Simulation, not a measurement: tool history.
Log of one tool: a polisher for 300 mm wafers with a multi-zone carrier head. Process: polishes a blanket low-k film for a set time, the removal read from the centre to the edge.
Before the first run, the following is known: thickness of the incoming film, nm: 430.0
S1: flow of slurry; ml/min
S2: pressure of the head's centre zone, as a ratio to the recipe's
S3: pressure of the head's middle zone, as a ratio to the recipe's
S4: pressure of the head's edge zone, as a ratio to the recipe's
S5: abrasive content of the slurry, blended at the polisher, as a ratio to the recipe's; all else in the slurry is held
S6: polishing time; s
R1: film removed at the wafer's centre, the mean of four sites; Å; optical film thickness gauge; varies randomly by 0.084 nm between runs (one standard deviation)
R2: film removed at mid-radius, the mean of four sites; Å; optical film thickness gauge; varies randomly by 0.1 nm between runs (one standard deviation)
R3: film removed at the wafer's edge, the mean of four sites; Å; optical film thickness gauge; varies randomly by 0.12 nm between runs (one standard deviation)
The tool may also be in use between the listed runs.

run    day   S1    S2    S3    S4    S5  S6      R1      R2      R3
  1      0  160     1     1     1     1  31  79.212  79.876  81.637
  2  0.133  160     1     1     1   0.8  31  71.244  72.415  74.214
  3  0.375  160     1  0.97     1   0.8  31  71.195  69.963  73.289
  4  0.633  180  1.04  1.03  0.99   0.9  31  79.716  79.586  79.783
  5  0.675  180  1.04  1.08  0.99   0.9  31  81.243  83.111  79.488
  6  1.046  180  1.04  1.08  0.99   0.9  37  96.327   100.2  93.602
  7   1.15  195  1.07  1.11  0.99   0.9  37  98.745  103.24  95.503
  8  1.271  200   1.1  1.13  0.97   0.9  37  103.12  104.55  95.031
  9   1.45  210  1.11  1.15  0.96  0.95  37  107.04  107.11  97.739
 10  1.575  200  1.11  1.16  0.93     1  37  110.22  110.43  99.875

What does the tool deliver on the next run?
 11  1.617  205  1.1  1.17  0.9   1  37   ?   ?   ?

Run 11 gave R1 108.56 Å, R2 112.88 Å, R3 97.41 Å.

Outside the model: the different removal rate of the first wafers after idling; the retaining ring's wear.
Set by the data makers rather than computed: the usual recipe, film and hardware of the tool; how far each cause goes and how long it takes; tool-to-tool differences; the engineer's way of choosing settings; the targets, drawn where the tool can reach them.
